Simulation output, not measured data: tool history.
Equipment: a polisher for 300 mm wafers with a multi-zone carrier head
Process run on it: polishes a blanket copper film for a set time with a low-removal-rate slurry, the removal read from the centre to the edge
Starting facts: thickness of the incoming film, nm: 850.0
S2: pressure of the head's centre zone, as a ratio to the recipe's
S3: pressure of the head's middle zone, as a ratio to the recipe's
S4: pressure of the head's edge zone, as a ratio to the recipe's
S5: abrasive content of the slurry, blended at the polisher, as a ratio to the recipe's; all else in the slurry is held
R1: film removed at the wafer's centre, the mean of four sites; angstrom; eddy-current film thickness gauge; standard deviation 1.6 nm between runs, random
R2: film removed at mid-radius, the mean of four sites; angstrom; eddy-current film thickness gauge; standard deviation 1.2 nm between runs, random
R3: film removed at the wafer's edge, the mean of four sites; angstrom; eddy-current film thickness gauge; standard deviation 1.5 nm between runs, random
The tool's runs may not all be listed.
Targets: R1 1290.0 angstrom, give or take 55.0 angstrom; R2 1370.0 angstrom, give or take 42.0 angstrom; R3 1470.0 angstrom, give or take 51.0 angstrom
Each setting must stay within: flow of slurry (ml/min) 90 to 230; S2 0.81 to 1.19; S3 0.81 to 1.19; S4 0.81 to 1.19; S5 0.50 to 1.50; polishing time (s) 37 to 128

{"run": 1, "hour": 0.0, "flow of slurry (ml/min)": 150, "S2": 1.0, "S3": 1.0, "S4": 1.0, "S5": 1.0, "polishing time (s)": 82, "R1": 2610.0, "R2": 2672.5, "R3": 2563.5}
{"run": 2, "hour": 3.7, "flow of slurry (ml/min)": 120, "S2": 1.0, "S3": 1.0, "S4": 1.0, "S5": 1.0, "polishing time (s)": 82, "R1": 2499.7, "R2": 2538.7, "R3": 2462.7}
{"run": 3, "hour": 5.0, "flow of slurry (ml/min)": 115, "S2": 0.97, "S3": 0.97, "S4": 0.99, "S5": 0.9, "polishing time (s)": 76, "R1": 2184.8, "R2": 2258.2, "R3": 2244.3}
{"run": 4, "hour": 11.9, "flow of slurry (ml/min)": 110, "S2": 0.95, "S3": 0.95, "S4": 0.98, "S5": 0.8, "polishing time (s)": 71, "R1": 1950.0, "R2": 1990.4, "R3": 2056.7}
{"run": 5, "hour": 20.9, "flow of slurry (ml/min)": 110, "S2": 0.93, "S3": 0.94, "S4": 0.96, "S5": 0.75, "polishing time (s)": 67, "R1": 1770.4, "R2": 1838.3, "R3": 1880.9}
{"run": 6, "hour": 29.0, "flow of slurry (ml/min)": 110, "S2": 0.93, "S3": 0.88, "S4": 0.96, "S5": 0.75, "polishing time (s)": 67, "R1": 1817.1, "R2": 1748.4, "R3": 1853.7}
{"run": 7, "hour": 35.1, "flow of slurry (ml/min)": 105, "S2": 0.91, "S3": 0.88, "S4": 0.95, "S5": 0.7, "polishing time (s)": 65, "R1": 1659.5, "R2": 1650.8, "R3": 1771.6}
{"run": 8, "hour": 43.2, "flow of slurry (ml/min)": 105, "S2": 0.89, "S3": 0.87, "S4": 0.93, "S5": 0.65, "polishing time (s)": 64, "R1": 1590.7, "R2": 1602.2, "R3": 1705.5}
{"run": 9, "hour": 47.4, "flow of slurry (ml/min)": 105, "S2": 0.88, "S3": 0.86, "S4": 0.92, "S5": 0.6, "polishing time (s)": 63, "R1": 1544.2, "R2": 1521.3, "R3": 1652.4}
{"run": 10, "hour": 49.7, "flow of slurry (ml/min)": 105, "S2": 0.88, "S3": 0.86, "S4": 0.92, "S5": 0.6, "polishing time (s)": 63, "R1": 1550.4, "R2": 1540.3, "R3": 1653.1}
{"run": 11, "hour": 57.2, "flow of slurry (ml/min)": 105, "S2": 0.88, "S3": 0.86, "S4": 0.92, "S5": 0.6, "polishing time (s)": 63, "R1": 1521.8, "R2": 1510.2, "R3": 1634.2}
{"run": 12, "hour": 65.6, "flow of slurry (ml/min)": 105, "S2": 0.87, "S3": 0.86, "S4": 0.91, "S5": 0.6, "polishing time (s)": 62, "R1": 1498.7, "R2": 1518.2, "R3": 1637.1}
{"run": 13, "hour": 71.6, "flow of slurry (ml/min)": 105, "S2": 0.86, "S3": 0.86, "S4": 0.9, "S5": 0.6, "polishing time (s)": 61, "R1": 1423.9, "R2": 1489.3, "R3": 1591.0}
{"run": 14, "hour": 76.9, "flow of slurry (ml/min)": 105, "S2": 0.85, "S3": 0.85, "S4": 0.89, "S5": 0.6, "polishing time (s)": 61, "R1": 1446.3, "R2": 1463.5, "R3": 1553.4}
{"run": 15, "hour": 81.7, "flow of slurry (ml/min)": 105, "S2": 0.84, "S3": 0.85, "S4": 0.89, "S5": 0.6, "polishing time (s)": 61, "R1": 1441.0, "R2": 1478.0, "R3": 1564.5}
{"run": 16, "hour": 84.1, "flow of slurry (ml/min)": 105, "S2": 0.83, "S3": 0.85, "S4": 0.89, "S5": 0.6, "polishing time (s)": 61, "R1": 1390.2, "R2": 1464.3, "R3": 1619.3}

4 candidate next runs follow, results not yet known. Just one meets every target within its allowed miss. Identify it.
{"run": "A", "hour": 86.5, "flow of slurry (ml/min)": 90, "S2": 0.95, "S3": 0.81, "S4": 0.84, "S5": 0.6, "polishing time (s)": 56, "R1": "?", "R2": "?", "R3": "?"}
{"run": "B", "hour": 86.5, "flow of slurry (ml/min)": 135, "S2": 0.98, "S3": 0.99, "S4": 0.91, "S5": 0.5, "polishing time (s)": 55, "R1": "?", "R2": "?", "R3": "?"}
{"run": "C", "hour": 86.5, "flow of slurry (ml/min)": 140, "S2": 0.82, "S3": 0.81, "S4": 1.12, "S5": 0.75, "polishing time (s)": 50, "R1": "?", "R2": "?", "R3": "?"}
{"run": "D", "hour": 86.5, "flow of slurry (ml/min)": 140, "S2": 0.81, "S3": 0.87, "S4": 0.96, "S5": 0.7, "polishing time (s)": 51, "R1": "?", "R2": "?", "R3": "?"}

move=A R1=1372.0 R2=1234.1 R3=1371.2
move=B R1=1528.8 R2=1554.5 R3=1463.0
move=C R1=1279.1 R2=1276.4 R3=1568.8
move=D R1=1279.1 R2=1366.8 R3=1467.0
A: the result that was furthest off in the last run now lies on the other side of its target
B: brings the result that was furthest off to its target, and leaves another outside
C: nearer the targets than the last run, but a result is still out of spec
D: meets every target
The move that meets every target is D.

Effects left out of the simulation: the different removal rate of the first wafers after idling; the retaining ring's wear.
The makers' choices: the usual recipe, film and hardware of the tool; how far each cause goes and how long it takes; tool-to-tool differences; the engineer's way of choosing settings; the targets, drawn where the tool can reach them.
